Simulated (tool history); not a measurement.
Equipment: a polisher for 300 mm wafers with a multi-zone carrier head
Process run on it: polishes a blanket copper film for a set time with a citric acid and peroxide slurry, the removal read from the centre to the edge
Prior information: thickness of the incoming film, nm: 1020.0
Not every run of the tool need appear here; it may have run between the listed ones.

run,day,flow of slurry (ml/min),pressure of the head's centre zone,pressure of the head's middle zone,pressure of the head's edge zone,abrasive content of the slurry,polishing time (s),film removed at the wafer's centre (Å),film removed at mid-radius (Å),film removed at the wafer's edge (Å)
1,0,310,1,1,1,1,57,1088.3,1088.8,1072.6
2,0.196,310,1,1,1,1,63,1195.6,1211.6,1183.8
3,0.362,310,0.93,1,1,1,63,1102.6,1183.9,1186.1
4,0.483,310,0.93,1.04,1,1,63,1107.6,1251,1170.5
5,0.692,310,0.93,1,1,1,63,1118.4,1189.9,1179.7
6,0.812,280,0.93,1,1,1,63,1096,1186.4,1169.2
7,0.958,295,0.92,1.01,1.04,1.1,64,1136.8,1263.2,1250.4
8,1.042,305,0.92,1.01,1.07,1.2,65,1187.6,1309,1312
9,1.346,310,0.91,1.01,1.09,1.25,66,1185.1,1338.2,1360.9

The next listed run, before its measurement:
10,1.588,310,0.91,1.01,1.09,1.25,66,?,?,?

Run 10 gave film removed at the wafer's centre (Å) 1195.9, film removed at mid-radius (Å) 1351.4, film removed at the wafer's edge (Å) 1343.9.
